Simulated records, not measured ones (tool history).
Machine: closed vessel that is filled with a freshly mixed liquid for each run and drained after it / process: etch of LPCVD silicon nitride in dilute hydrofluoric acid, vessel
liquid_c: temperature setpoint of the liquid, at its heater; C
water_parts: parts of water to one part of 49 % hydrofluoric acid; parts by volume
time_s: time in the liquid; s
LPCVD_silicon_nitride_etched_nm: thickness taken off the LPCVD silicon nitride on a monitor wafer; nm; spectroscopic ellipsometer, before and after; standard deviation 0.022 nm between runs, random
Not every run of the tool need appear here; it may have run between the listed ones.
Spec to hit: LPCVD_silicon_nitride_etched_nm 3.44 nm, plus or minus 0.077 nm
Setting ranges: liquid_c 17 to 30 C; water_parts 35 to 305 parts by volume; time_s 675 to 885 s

run,hour,liquid_c,water_parts,time_s,LPCVD_silicon_nitride_etched_nm
1,0,22,170,885,2.0245
2,1.7,24,170,885,2.3106
3,4.7,24,135,885,2.9219
4,8.7,24,135,675,2.2206
5,17.8,27,135,675,2.7091
6,20.8,27,135,675,2.682
7,30.7,27.5,130,675,2.8799
8,34,28,130,675,2.9696
9,41.5,28.5,130,675,3.078
10,43.1,29,130,675,3.165

Of the 4 settings listed for the next run, only one would bring every result within its allowed miss of target. Which one?
A,44.7,29.5,130,745,?
B,44.7,29.5,150,885,?
C,44.7,29.5,140,765,?
D,44.7,28,120,755,?

move,LPCVD_silicon_nitride_etched_nm
A,3.6031
B,3.7038
C,3.433
D,3.6028
A: takes the biggest miss from the last run beyond its target
B: takes the biggest miss from the last run beyond its target
C: every result within its allowed miss
D: takes the biggest miss from the last run beyond its target
C is the move that brings every result within its allowed miss.

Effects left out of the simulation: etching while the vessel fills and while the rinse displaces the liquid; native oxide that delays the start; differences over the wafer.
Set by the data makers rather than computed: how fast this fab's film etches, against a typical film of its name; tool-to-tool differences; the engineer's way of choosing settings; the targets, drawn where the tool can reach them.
